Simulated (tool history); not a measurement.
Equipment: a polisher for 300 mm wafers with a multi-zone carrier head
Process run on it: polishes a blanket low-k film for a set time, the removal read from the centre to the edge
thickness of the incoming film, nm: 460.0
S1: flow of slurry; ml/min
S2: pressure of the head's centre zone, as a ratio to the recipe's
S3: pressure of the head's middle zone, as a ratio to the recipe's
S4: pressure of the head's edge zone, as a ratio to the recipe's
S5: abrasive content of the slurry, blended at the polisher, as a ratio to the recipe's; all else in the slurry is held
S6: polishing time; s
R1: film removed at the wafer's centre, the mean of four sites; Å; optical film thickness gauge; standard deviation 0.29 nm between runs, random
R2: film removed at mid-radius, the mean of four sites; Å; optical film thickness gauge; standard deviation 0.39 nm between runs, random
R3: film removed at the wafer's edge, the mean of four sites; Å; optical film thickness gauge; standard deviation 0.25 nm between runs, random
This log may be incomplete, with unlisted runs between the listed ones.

| run | hour | S1 | S2 | S3 | S4 | S5 | S6 | R1 | R2 | R3 |
|---|---|---|---|---|---|---|---|---|---|---|
| 1 | 0.0 | 190 | 1.00 | 1.00 | 1.00 | 1.00 | 59 | 195.37 | 204.04 | 194.07 |
| 2 | 4.5 | 190 | 0.92 | 1.00 | 1.00 | 1.00 | 59 | 183.00 | 203.74 | 194.83 |
| 3 | 7.5 | 195 | 0.95 | 1.00 | 1.02 | 1.10 | 60 | 201.62 | 213.09 | 212.21 |
| 4 | 13.3 | 200 | 0.97 | 1.02 | 1.04 | 1.15 | 61 | 217.52 | 228.90 | 222.52 |
| 5 | 19.0 | 200 | 0.97 | 1.02 | 1.04 | 1.15 | 75 | 260.24 | 285.74 | 270.80 |
| 6 | 21.4 | 210 | 0.99 | 1.02 | 1.06 | 1.15 | 75 | 268.19 | 288.07 | 275.20 |

Predict the results of run 7:
| 7 | 26.2 | 215 | 1.00 | 1.02 | 1.08 | 1.15 | 75 | ? | ? | ? |

R1: 269.80 Å
R2: 290.28 Å
R3: 275.59 Å
